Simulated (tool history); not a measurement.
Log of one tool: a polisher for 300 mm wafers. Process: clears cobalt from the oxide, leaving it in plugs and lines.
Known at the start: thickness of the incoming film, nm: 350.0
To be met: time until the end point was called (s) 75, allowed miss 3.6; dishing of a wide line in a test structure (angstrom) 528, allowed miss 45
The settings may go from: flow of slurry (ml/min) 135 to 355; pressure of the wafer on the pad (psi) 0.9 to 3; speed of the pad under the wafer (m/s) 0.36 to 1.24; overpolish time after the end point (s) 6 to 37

run  hour  flow of slurry (ml/min)  pressure of the wafer on the pad (psi)  speed of the pad under the wafer (m/s)  overpolish time after the end point (s)  time until the end point was called (s)  dishing of a wide line in a test structure (angstrom)
  1     0                      225                                     1.9                                     0.8                                       19                                   108.54                                                 402.95
  2   1.9                      225                                     1.9                                     0.7                                       19                                   121.15                                                 379.16
  3   3.2                      185                                     1.9                                     0.7                                       19                                   121.02                                                 368.96
  4   5.5                      185                                     2.2                                    0.72                                       21                                   110.66                                                 406.98
  5   7.1                      185                                     2.2                                    0.72                                       16                                   109.99                                                 361.39
  6    12                      185                                     2.2                                    0.72                                       11                                   109.72                                                 284.34
  7  15.1                      185                                     2.8                                    0.74                                       20                                   89.671                                                 449.24
  8  22.3                      190                                     2.9                                    0.78                                       21                                   81.261                                                 480.54
  9  24.5                      190                                     2.9                                     0.8                                       22                                   81.274                                                 485.32
 10  30.7                      190                                     2.9                                     0.8                                       22                                   80.153                                                 499.95

4 next moves are on the table. One of them brings every result within its allowed miss. Which?
  A  36.9                      195                                       3                                    0.82                                       24                                        ?                                                      ?
  B  36.9                      175                                     2.9                                    0.94                                       29                                        ?                                                      ?
  C  36.9                      205                                     2.7                                    0.78                                       27                                        ?                                                      ?
  D  36.9                      230                                     2.9                                    0.78                                       18                                        ?                                                      ?

move  time until the end point was called (s)  dishing of a wide line in a test structure (angstrom)
   A                                   75.181                                                 505.41
   B                                   68.789                                                 537.03
   C                                   84.952                                                 505.56
   D                                   79.179                                                 449.57
A: meets every target
B: takes the result that was furthest off past its target
C: further off than the last run
D: further off than the last run
Move A is the one to make.
